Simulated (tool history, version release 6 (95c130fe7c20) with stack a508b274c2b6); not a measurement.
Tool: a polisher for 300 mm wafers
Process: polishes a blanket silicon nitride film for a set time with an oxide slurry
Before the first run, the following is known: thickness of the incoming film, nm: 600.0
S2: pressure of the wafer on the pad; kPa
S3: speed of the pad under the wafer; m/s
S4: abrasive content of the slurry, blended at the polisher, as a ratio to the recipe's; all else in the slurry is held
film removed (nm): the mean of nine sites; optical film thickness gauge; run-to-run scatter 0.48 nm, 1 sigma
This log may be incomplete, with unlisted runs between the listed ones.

Run 1, hour 0: flow of slurry (ml/min) 270, S2 30.3 kPa, S3 1.04 m/s, S4 1, polishing time (s) 53. Result: film removed (nm) 36.945.
Run 2, hour 4.1: flow of slurry (ml/min) 270, S2 33.1 kPa, S3 1.04 m/s, S4 1, polishing time (s) 53. Result: film removed (nm) 40.242.
Run 3, hour 6.2: flow of slurry (ml/min) 275, S2 37.2 kPa, S3 1.04 m/s, S4 1, polishing time (s) 53. Result: film removed (nm) 45.364.
Run 4, hour 11.5: flow of slurry (ml/min) 275, S2 37.2 kPa, S3 1.04 m/s, S4 1, polishing time (s) 53. Result: film removed (nm) 45.83.
Run 5, hour 14.3: flow of slurry (ml/min) 275, S2 40 kPa, S3 1.04 m/s, S4 1, polishing time (s) 53. Result: film removed (nm) 49.118.
Run 6, hour 16.5: flow of slurry (ml/min) 240, S2 40 kPa, S3 1.04 m/s, S4 1, polishing time (s) 53. Result: film removed (nm) 49.06.
Run 7, hour 18: flow of slurry (ml/min) 240, S2 42.1 kPa, S3 1.04 m/s, S4 1, polishing time (s) 53. Result: film removed (nm) 50.364.

Run 8 comes next. What will it give?
Run 8, hour 23.1: flow of slurry (ml/min) 270, S2 43.4 kPa, S3 1.04 m/s, S4 1, polishing time (s) 53. Result: film removed (nm) ?.

Run 8 gave film removed (nm) 52.738.

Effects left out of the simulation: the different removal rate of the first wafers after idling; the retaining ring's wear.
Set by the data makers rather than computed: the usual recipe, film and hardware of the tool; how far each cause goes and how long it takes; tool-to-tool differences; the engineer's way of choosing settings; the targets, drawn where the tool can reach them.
